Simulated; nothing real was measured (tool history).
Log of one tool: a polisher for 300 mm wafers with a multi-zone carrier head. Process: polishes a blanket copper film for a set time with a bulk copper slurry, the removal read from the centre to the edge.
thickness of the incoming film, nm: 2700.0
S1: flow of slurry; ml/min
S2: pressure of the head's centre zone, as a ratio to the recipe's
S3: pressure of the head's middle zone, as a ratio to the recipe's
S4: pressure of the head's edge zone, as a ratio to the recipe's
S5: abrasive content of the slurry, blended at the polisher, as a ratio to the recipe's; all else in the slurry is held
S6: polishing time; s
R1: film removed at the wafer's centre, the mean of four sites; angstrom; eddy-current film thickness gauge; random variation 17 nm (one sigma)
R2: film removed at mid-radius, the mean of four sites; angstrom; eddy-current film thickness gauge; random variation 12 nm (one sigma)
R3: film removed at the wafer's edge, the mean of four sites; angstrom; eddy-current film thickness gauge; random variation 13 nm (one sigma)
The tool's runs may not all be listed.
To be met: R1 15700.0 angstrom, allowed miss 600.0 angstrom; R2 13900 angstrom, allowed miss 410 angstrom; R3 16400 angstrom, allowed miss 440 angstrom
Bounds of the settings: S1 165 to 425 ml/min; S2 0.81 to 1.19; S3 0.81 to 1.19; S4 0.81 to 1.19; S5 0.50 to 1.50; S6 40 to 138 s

run,day,S1,S2,S3,S4,S5,S6,R1,R2,R3
1,0.000,275,1.00,1.00,1.00,1.00,88,10812.0,10702,11565
2,0.279,275,0.93,1.00,1.00,1.00,88,9943.5,10815,11672
3,0.508,280,0.97,1.00,1.04,1.15,92,11410.0,11417,12780
4,0.792,280,0.97,1.00,1.04,1.15,104,12708.0,13080,14547
5,0.962,290,1.00,1.01,1.07,1.20,104,13226.0,13243,14773
6,1.158,290,1.00,1.01,1.00,1.20,104,13578.0,13204,14167
# day 1.246: edge zone pressure recalibrated
7,1.246,290,1.00,1.01,1.00,1.20,104,13689.0,13143,13785
8,1.392,295,1.02,1.01,1.04,1.25,105,13726.0,13431,14453
9,1.429,290,1.04,0.99,1.06,1.30,107,14306.0,13653,14787
10,1.504,350,1.08,0.89,1.16,1.50,110,16215.0,13454,16829

Which of these 4 next moves meets every target?
A,1.579,395,1.00,0.83,1.19,1.50,112,?,?,?
B,1.579,320,1.16,0.88,1.13,1.30,112,?,?,?
C,1.579,415,1.06,0.94,1.15,1.30,109,?,?,?
D,1.579,350,1.14,0.87,1.19,1.30,108,?,?,?

move,R1,R2,R3
A,15492.0,13121,17550
B,17151.0,13136,16371
C,15622.0,13810,16337
D,16400.0,12652,16321
A: further off than the last run
B: further off than the last run
C: meets every target
D: further off than the last run
Move C is the one to make.
